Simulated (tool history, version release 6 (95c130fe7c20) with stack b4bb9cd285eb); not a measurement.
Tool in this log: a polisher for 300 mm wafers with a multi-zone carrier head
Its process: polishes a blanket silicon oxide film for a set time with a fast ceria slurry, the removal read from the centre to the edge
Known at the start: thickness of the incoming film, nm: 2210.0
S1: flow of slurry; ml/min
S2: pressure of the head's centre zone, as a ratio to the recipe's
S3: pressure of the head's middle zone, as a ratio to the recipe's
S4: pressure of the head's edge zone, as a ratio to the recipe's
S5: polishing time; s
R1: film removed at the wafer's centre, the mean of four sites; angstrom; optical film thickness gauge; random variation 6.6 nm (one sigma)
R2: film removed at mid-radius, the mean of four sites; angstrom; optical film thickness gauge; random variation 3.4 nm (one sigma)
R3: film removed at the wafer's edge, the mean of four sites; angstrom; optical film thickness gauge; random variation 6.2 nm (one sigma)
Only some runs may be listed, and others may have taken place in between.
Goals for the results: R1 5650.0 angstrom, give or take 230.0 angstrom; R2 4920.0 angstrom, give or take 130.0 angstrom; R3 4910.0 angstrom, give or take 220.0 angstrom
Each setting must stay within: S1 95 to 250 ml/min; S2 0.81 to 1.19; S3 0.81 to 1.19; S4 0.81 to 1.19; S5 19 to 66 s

run  hour   S1    S2    S3    S4  S5      R1      R2      R3
  1   0.0  160  1.00  1.00  1.00  42  4012.6  3854.6  3925.8
  2   1.0  175  1.04  1.02  1.04  43  4290.3  3996.5  4003.9
  3   6.2  175  1.06  1.02  1.05  46  4690.6  4315.6  4178.1
  4  12.2  175  1.02  1.02  1.05  46  4496.6  4273.4  4261.2
  5  20.8  160  1.02  1.02  1.05  46  4479.6  4200.5  4288.3
  6  24.3  160  1.02  1.02  1.01  46  4432.8  4287.2  4212.9
  7  32.3  165  1.04  1.02  1.03  48  4824.8  4388.7  4437.3
  8  40.2  170  1.05  1.02  1.03  49  4941.9  4553.7  4502.4

4 next moves are on the table. One of them brings every result within its allowed miss. Which?
  A  48.1  165  1.14  1.06  1.12  51   ?   ?   ?
  B  48.1  165  1.05  0.95  1.12  56   ?   ?   ?
  C  48.1  170  0.93  0.98  1.02  47   ?   ?   ?
  D  48.1  175  0.98  0.97  0.96  55   ?   ?   ?

move      R1      R2      R3
   A  5507.7  4870.7  4800.4
   B  5562.7  4877.8  5278.8
   C  4154.0  4225.2  4259.4
   D  5150.0  4922.8  4871.1
A: every result within its allowed miss
B: the furthest-off result lands on target, but another misses its tolerance
C: misses by more than the last run did
D: better than the last run, though not everything is in spec
Correct choice: A, which meets every target
